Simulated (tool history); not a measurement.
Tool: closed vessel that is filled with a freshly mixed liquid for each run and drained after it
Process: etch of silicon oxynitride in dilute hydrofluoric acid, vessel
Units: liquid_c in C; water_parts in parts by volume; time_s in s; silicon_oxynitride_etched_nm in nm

run  hour  liquid_c  water_parts  time_s  silicon_oxynitride_etched_nm
  1   0.0      24.0          140     930                       10.3040
  2   4.6      24.0          165     930                        8.5468
  3   8.9      25.0          160     930                        9.2650
  4  12.5      26.0          155     930                       10.1270
  5  21.0      26.5          150     930                       10.7390
  6  24.3      29.0          150     930                       11.9670
  7  30.6      32.0          105     930                       20.3740
  8  35.2      31.5          105     930                       19.9340

Forecast run 9:
  9  44.1      30.5          105     930                             ?

{"run 9": {"silicon_oxynitride_etched_nm": 19.145}}
